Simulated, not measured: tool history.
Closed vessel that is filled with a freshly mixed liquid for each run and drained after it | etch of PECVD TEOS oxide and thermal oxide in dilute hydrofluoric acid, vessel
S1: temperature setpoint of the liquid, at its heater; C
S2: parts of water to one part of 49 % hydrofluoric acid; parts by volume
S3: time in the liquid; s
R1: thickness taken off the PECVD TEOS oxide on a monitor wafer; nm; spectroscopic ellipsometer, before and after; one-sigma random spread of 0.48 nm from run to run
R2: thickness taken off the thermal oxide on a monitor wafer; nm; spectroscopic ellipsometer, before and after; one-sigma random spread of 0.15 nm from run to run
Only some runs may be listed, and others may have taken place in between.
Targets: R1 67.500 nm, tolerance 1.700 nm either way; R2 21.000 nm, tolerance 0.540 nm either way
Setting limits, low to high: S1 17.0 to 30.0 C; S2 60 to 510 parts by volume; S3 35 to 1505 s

run,hour,S1,S2,S3,R1,R2
1,0.0,22.0,285,770,35.272,10.947
2,8.5,24.5,255,770,43.849,13.585
3,14.5,26.5,235,770,52.738,16.357
4,16.1,27.5,225,770,57.661,17.978
5,21.3,28.5,220,770,61.456,18.996
6,27.0,28.5,220,520,41.237,12.881
7,29.4,29.0,190,520,50.647,15.739
8,33.2,30.0,135,520,78.480,24.694
9,39.7,28.5,135,520,73.517,23.226
10,44.6,27.5,135,520,71.787,22.187
11,48.5,27.0,135,520,69.512,21.855
12,57.6,26.5,135,520,69.669,21.399

Of the 5 settings listed for the next run, only one would bring every result within its allowed miss of target. Which one?
A,66.7,28.5,155,595,?,?
B,66.7,22.5,110,490,?,?
C,66.7,22.0,105,455,?,?
D,66.7,23.0,105,465,?,?
E,66.7,26.0,155,645,?,?

move,R1,R2
A,72.589,22.721
B,70.766,22.151
C,67.869,21.244
D,72.193,22.597
E,71.765,22.463
A: the biggest miss grows against the last run
B: the biggest miss grows against the last run
C: each result inside its tolerance
D: the biggest miss grows against the last run
E: the biggest miss grows against the last run
Move C is the one to make.

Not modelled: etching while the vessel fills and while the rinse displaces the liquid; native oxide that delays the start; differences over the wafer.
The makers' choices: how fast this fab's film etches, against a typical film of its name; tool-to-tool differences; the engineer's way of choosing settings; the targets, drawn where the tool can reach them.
